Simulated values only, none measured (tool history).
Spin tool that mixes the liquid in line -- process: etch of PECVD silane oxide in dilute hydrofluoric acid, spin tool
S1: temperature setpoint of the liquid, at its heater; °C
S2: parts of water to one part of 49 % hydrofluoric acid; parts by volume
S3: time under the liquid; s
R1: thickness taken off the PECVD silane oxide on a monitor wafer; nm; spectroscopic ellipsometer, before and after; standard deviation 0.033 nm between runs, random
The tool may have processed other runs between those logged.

| run | hour | S1 | S2 | S3 | R1 |
|---|---|---|---|---|---|
| 1 | 0.0 | 22.0 | 160 | 15 | 1.4771 |
| 2 | 6.5 | 23.0 | 150 | 15 | 1.6567 |
| 3 | 12.4 | 23.0 | 150 | 15 | 1.6448 |
| 4 | 15.1 | 24.0 | 140 | 15 | 1.8899 |
| 5 | 17.2 | 24.0 | 140 | 15 | 1.8728 |
| 6 | 25.6 | 24.0 | 95 | 15 | 2.9285 |
| 7 | 28.9 | 24.5 | 95 | 15 | 2.9890 |
| 8 | 37.2 | 25.0 | 95 | 15 | 3.0298 |
| 9 | 38.2 | 25.5 | 95 | 15 | 3.1209 |

What does the tool deliver on the next run?
| 10 | 39.9 | 26.0 | 95 | 15 | ? |

{"run 10": {"R1": 3.1407}}
